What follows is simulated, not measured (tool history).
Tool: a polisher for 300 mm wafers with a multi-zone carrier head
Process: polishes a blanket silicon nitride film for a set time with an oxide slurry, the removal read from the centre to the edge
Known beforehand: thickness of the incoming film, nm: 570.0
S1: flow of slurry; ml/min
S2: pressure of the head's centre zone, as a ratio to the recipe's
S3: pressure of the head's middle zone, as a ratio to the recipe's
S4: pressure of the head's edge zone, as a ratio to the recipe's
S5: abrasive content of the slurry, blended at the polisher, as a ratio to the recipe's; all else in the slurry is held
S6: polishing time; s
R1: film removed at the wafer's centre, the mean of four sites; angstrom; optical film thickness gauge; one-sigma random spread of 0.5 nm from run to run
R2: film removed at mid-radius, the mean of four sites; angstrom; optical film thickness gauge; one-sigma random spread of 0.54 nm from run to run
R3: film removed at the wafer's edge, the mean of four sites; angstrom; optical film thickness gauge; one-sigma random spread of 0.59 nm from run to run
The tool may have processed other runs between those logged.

run,day,S1,S2,S3,S4,S5,S6,R1,R2,R3
1,0,315,1,1,1,1,62,451.24,461.9,461.19
2,0.158,315,1,1,0.97,1,62,441.84,473.61,445.13
3,0.183,315,1,1,0.9,1,62,438.14,455.27,439.19
4,0.462,320,1.04,0.98,0.89,0.95,62,444.87,455.29,433.32
5,0.721,320,1.04,0.98,0.89,0.95,74,541.65,532.17,519.78
6,0.854,320,1.04,0.98,0.89,0.95,58,423.93,423.16,400.63

Forecast run 7:
7,1.062,320,1.06,0.95,0.9,0.95,58,?,?,?

{"run 7": {"R1": 433.59, "R2": 411.76, "R3": 411.68}}

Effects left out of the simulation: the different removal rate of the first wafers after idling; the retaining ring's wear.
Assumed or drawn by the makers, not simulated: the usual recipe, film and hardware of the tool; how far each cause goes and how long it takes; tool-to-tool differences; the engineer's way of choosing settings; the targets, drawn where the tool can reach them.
